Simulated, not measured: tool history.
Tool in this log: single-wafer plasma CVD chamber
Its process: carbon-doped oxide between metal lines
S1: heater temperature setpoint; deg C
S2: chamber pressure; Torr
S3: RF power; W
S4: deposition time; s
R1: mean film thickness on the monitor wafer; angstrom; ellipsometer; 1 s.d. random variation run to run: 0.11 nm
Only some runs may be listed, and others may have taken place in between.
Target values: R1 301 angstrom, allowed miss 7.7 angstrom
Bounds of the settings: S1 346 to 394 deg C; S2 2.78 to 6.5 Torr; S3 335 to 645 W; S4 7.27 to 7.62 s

{"run": 1, "hour": 0.0, "S1": 370, "S2": 4.64, "S3": 490, "S4": 7.62, "R1": 359.84}
{"run": 2, "hour": 7.8, "S1": 370, "S2": 5.46, "S3": 490, "S4": 7.62, "R1": 372.38}
{"run": 3, "hour": 9.7, "S1": 371, "S2": 5.04, "S3": 455, "S4": 7.56, "R1": 348.54}
{"run": 4, "hour": 17.8, "S1": 372, "S2": 4.69, "S3": 430, "S4": 7.52, "R1": 330.8}
{"run": 5, "hour": 20.4, "S1": 372, "S2": 4.69, "S3": 430, "S4": 7.62, "R1": 335.02}
{"run": 6, "hour": 24.5, "S1": 372, "S2": 5.43, "S3": 430, "S4": 7.62, "R1": 340.85}
{"run": 7, "hour": 30.7, "S1": 372, "S2": 5.43, "S3": 430, "S4": 7.62, "R1": 343.09}
{"run": 8, "hour": 38.0, "S1": 373, "S2": 5.16, "S3": 405, "S4": 7.58, "R1": 323.24}
{"run": 9, "hour": 45.6, "S1": 374, "S2": 5, "S3": 395, "S4": 7.57, "R1": 317.69}
{"run": 10, "hour": 48.1, "S1": 375, "S2": 4.86, "S3": 385, "S4": 7.56, "R1": 307.16}

Next run, 5 choices. One meets every target within its allowed miss, the rest don't. Which?
{"run": "A", "hour": 50.6, "S1": 369, "S2": 5.45, "S3": 380, "S4": 7.62, "R1": "?"}
{"run": "B", "hour": 50.6, "S1": 354, "S2": 6.16, "S3": 340, "S4": 7.41, "R1": "?"}
{"run": "C", "hour": 50.6, "S1": 372, "S2": 4.09, "S3": 410, "S4": 7.62, "R1": "?"}
{"run": "D", "hour": 50.6, "S1": 367, "S2": 5.03, "S3": 415, "S4": 7.36, "R1": "?"}
{"run": "E", "hour": 50.6, "S1": 374, "S2": 5.05, "S3": 400, "S4": 7.62, "R1": "?"}

move=A R1=320.55
move=B R1=304.25
move=C R1=319.29
move=D R1=325.36
move=E R1=324.18
A: moves away from the targets compared with the last run
B: all results land within tolerance of their targets
C: moves away from the targets compared with the last run
D: moves away from the targets compared with the last run
E: moves away from the targets compared with the last run
Answer: B
